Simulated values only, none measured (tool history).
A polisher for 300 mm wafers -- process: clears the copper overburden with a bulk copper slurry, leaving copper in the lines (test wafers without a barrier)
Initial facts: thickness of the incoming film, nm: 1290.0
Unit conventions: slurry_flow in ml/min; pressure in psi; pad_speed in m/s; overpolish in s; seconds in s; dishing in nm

Run 1, hour 0.0: slurry_flow 310 ml/min, pressure 2.9 psi, pad_speed 1.02 m/s, slurry_solids 1.0, overpolish 18 s. Result: seconds 143.80 s, dishing 81.297 nm.
Run 2, hour 3.2: slurry_flow 385 ml/min, pressure 2.9 psi, pad_speed 1.02 m/s, slurry_solids 1.0, overpolish 18 s. Result: seconds 143.48 s, dishing 84.982 nm.
Run 3, hour 5.0: slurry_flow 385 ml/min, pressure 2.4 psi, pad_speed 1.02 m/s, slurry_solids 1.0, overpolish 19 s. Result: seconds 169.78 s, dishing 73.152 nm.
Run 4, hour 6.9: slurry_flow 415 ml/min, pressure 2.4 psi, pad_speed 1.02 m/s, slurry_solids 1.0, overpolish 19 s. Result: seconds 168.52 s, dishing 72.672 nm.
Run 5, hour 13.1: slurry_flow 415 ml/min, pressure 2.1 psi, pad_speed 1.00 m/s, slurry_solids 1.0, overpolish 21 s. Result: seconds 197.76 s, dishing 70.857 nm.
Run 6, hour 14.3: slurry_flow 415 ml/min, pressure 1.9 psi, pad_speed 1.00 m/s, slurry_solids 1.0, overpolish 22 s. Result: seconds 214.14 s, dishing 68.695 nm.

The next listed run, before its measurement:
Run 7, hour 18.5: slurry_flow 415 ml/min, pressure 1.8 psi, pad_speed 1.00 m/s, slurry_solids 1.0, overpolish 22 s. Result: seconds ?, dishing ?.

seconds: 229.84 s
dishing: 62.875 nm
